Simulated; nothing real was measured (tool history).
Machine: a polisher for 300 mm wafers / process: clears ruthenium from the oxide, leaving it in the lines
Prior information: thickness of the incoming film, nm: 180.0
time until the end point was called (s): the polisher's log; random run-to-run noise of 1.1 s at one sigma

run  hour  flow of slurry (ml/min)  pressure of the wafer on the pad (kPa)  speed of the pad under the wafer (m/s)  overpolish time after the end point (s)  time until the end point was called (s)
  1   0.0                      290                                    15.9                                    0.92                                        8                                   144.41
  2   4.8                      290                                    18.6                                    0.92                                        8                                   121.47
  3  11.9                      290                                    19.3                                    0.92                                        8                                   117.08
  4  17.8                      290                                    19.3                                    0.84                                        8                                   127.39
  5  26.3                      290                                    20.0                                    0.84                                        8                                   119.85
  6  34.0                      290                                    20.0                                    0.84                                        8                                   124.68

Estimate the outcome of run 7 from the log above:
  7  36.3                      290                                    20.7                                    0.84                                        8                                        ?

Run 7 measured time until the end point was called (s) 119.13.

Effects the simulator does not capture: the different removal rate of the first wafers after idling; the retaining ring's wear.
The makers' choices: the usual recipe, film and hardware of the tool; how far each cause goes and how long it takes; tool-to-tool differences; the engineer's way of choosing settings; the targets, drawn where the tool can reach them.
